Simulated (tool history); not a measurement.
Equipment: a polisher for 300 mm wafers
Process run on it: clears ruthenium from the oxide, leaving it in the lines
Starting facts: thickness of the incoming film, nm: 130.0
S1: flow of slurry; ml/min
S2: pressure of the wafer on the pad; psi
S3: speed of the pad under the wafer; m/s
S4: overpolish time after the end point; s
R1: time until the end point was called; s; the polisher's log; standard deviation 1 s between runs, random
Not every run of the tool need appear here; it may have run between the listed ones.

| run | hour | S1 | S2 | S3 | S4 | R1 |
|---|---|---|---|---|---|---|
| 1 | 0.0 | 135 | 2.6 | 1.22 | 45 | 92.975 |
| 2 | 4.2 | 135 | 2.6 | 1.22 | 49 | 92.397 |
| 3 | 10.9 | 130 | 2.6 | 1.22 | 49 | 94.491 |
| 4 | 14.3 | 130 | 2.6 | 1.22 | 49 | 94.367 |
|  | 14.9 | slurry nozzle cleaned |
| 5 | 14.9 | 130 | 2.0 | 1.22 | 49 | 115.790 |
| 6 | 16.4 | 130 | 1.5 | 1.22 | 49 | 153.070 |
| 7 | 21.3 | 135 | 1.6 | 1.22 | 49 | 140.500 |
| 8 | 28.5 | 140 | 1.7 | 1.22 | 49 | 130.590 |
| 9 | 36.7 | 145 | 1.7 | 1.22 | 49 | 129.050 |

Predict the results of run 10:
| 10 | 43.9 | 150 | 1.7 | 1.22 | 49 | ? |

{"run 10": {"R1": 130.14}}

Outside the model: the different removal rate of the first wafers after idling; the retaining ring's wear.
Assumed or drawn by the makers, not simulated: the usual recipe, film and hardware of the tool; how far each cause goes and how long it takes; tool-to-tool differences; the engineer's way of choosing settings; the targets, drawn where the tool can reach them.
